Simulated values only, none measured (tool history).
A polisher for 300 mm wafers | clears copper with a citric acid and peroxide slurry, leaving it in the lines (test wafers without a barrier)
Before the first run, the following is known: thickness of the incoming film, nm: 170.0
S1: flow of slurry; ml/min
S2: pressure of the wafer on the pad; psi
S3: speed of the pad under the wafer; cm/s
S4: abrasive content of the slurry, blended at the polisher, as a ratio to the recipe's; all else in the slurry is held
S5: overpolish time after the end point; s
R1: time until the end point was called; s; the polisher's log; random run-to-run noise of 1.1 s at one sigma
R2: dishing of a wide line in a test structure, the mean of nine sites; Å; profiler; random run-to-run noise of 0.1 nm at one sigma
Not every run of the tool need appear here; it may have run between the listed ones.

| run | hour | S1 | S2 | S3 | S4 | S5 | R1 | R2 |
|---|---|---|---|---|---|---|---|---|
| 1 | 0 | 195 | 2.4 | 96 | 1 | 16 | 119.06 | 181.89 |
| 2 | 7 | 195 | 2.2 | 96 | 1 | 16 | 127.62 | 171.31 |
| 3 | 9.4 | 195 | 2.5 | 96 | 1 | 16 | 116.87 | 183.34 |
| 4 | 12 | 195 | 2.5 | 96 | 0.9 | 16 | 117.79 | 180.73 |
| 5 | 14.5 | 220 | 2.5 | 96 | 0.9 | 16 | 115 | 181.54 |
| 6 | 16.2 | 245 | 2.6 | 90 | 0.75 | 12 | 120.4 | 134.15 |
| 7 | 23.3 | 265 | 2.7 | 86 | 0.65 | 10 | 121.1 | 109.74 |
| 8 | 26.3 | 305 | 3.3 | 58 | 0.5 | 5 | 135.06 | 52.444 |
| 9 | 31 | 305 | 3.4 | 58 | 0.5 | 5 | 132.8 | 53.601 |

What will run 10 give?
|  | 37.8 | slurry blender recalibrated |
| 10 | 37.8 | 305 | 3.5 | 60 | 0.5 | 5 | ? | ? |

R1: 120.8 s
R2: 57.527 Å
